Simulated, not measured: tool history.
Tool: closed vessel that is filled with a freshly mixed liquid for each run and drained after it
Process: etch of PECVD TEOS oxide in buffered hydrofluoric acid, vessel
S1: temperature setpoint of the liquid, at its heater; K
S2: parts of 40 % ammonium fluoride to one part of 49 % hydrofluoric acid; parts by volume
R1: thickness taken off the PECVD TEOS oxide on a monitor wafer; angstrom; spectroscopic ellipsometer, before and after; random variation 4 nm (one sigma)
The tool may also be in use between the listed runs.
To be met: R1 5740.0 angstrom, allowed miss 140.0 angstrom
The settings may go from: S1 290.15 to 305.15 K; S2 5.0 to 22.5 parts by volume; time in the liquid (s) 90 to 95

run 1 hour=0.0 | S1=297.15 S2=13.5 time_in_the_liquid_(s)=90 | R1=2311.8
run 2 hour=9.0 | S1=295.15 S2=13.5 time_in_the_liquid_(s)=90 | R1=2105.1
run 3 hour=15.3 | S1=297.65 S2=11.5 time_in_the_liquid_(s)=90 | R1=2780.2
run 4 hour=19.1 | S1=300.15 S2=11.5 time_in_the_liquid_(s)=90 | R1=3188.5
run 5 hour=21.5 | S1=300.15 S2=11.5 time_in_the_liquid_(s)=90 | R1=3198.6
run 6 hour=30.1 | S1=300.15 S2=14.0 time_in_the_liquid_(s)=90 | R1=2677.2
run 7 hour=38.1 | S1=301.65 S2=12.0 time_in_the_liquid_(s)=90 | R1=3321.6
run 8 hour=46.1 | S1=302.65 S2=10.5 time_in_the_liquid_(s)=90 | R1=4012.1
run 9 hour=52.3 | S1=303.15 S2=9.5 time_in_the_liquid_(s)=90 | R1=4452.9
run 10 hour=61.5 | S1=303.65 S2=9.0 time_in_the_liquid_(s)=90 | R1=4728.5
run 11 hour=64.0 | S1=304.15 S2=8.5 time_in_the_liquid_(s)=90 | R1=5133.4
run 12 hour=68.2 | S1=304.65 S2=8.5 time_in_the_liquid_(s)=90 | R1=5296.2

Which of these 4 next moves meets every target?
run A hour=72.4 | S1=304.65 S2=8.0 time_in_the_liquid_(s)=95 | R1=?
run B hour=72.4 | S1=304.65 S2=7.5 time_in_the_liquid_(s)=90 | R1=?
run C hour=72.4 | S1=303.65 S2=9.0 time_in_the_liquid_(s)=95 | R1=?
run D hour=72.4 | S1=303.65 S2=7.5 time_in_the_liquid_(s)=90 | R1=?

move=A R1=6052.9
move=B R1=6148.1
move=C R1=5057.7
move=D R1=5836.4
A: takes the result that was furthest off past its target
B: takes the result that was furthest off past its target
C: further off than the last run
D: meets every target
Answer: D

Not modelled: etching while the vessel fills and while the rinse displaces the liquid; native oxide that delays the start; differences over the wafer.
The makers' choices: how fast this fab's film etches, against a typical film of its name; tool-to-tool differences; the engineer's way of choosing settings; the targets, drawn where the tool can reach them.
